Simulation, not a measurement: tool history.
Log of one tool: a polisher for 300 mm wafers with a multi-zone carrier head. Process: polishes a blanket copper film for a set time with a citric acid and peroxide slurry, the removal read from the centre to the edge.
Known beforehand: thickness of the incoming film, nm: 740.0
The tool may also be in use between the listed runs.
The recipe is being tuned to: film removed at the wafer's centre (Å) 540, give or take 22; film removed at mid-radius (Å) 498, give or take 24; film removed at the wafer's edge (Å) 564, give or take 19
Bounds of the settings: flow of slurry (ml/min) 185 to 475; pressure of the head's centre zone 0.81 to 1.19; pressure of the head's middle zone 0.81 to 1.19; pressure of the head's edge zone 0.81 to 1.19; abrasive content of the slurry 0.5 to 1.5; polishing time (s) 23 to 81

run	hour	flow of slurry (ml/min)	pressure of the head's centre zone	pressure of the head's middle zone	pressure of the head's edge zone	abrasive content of the slurry	polishing time (s)	film removed at the wafer's centre (Å)	film removed at mid-radius (Å)	film removed at the wafer's edge (Å)
1	0	305	1	1	1	1	52	1095.4	1067.9	1066.9
2	5.2	305	1	1	1.03	1	52	1105.5	1072.9	1081.7
3	6	305	0.93	1	1.03	1	52	996.31	1061.1	1105
4	11.3	305	0.93	1.06	1.03	1	52	998.36	1164.2	1086.9
5	17.5	300	0.93	1.01	0.99	0.85	43	817.65	868.77	872.46
6	19.5	295	0.92	0.98	0.96	0.75	37	695.03	716.84	723.86
7	21.6	295	0.92	0.98	0.96	0.75	37	675.58	718.23	723.16
8	30.1	280	0.93	0.88	0.91	0.5	26	446.68	439.24	467.39

Next run, 4 choices. One meets every target within its allowed miss, the rest don't. Which?
A	38.6	230	0.94	0.85	0.89	0.65	31	?	?	?
B	38.6	255	1.15	0.81	0.82	0.6	24	?	?	?
C	38.6	190	0.88	0.88	0.87	0.5	31	?	?	?
D	38.6	285	0.91	0.95	0.88	0.55	23	?	?	?

move	film removed at the wafer's centre (Å)	film removed at mid-radius (Å)	film removed at the wafer's edge (Å)
A	537.12	507.09	558.44
B	510.44	377.23	423.17
C	466.2	485.85	520.82
D	387.03	412.56	409.85
A: all results in spec
B: further off than the last run
C: an improvement on the last run, though not all results are within tolerance
D: further off than the last run
Correct choice: A, which meets every target
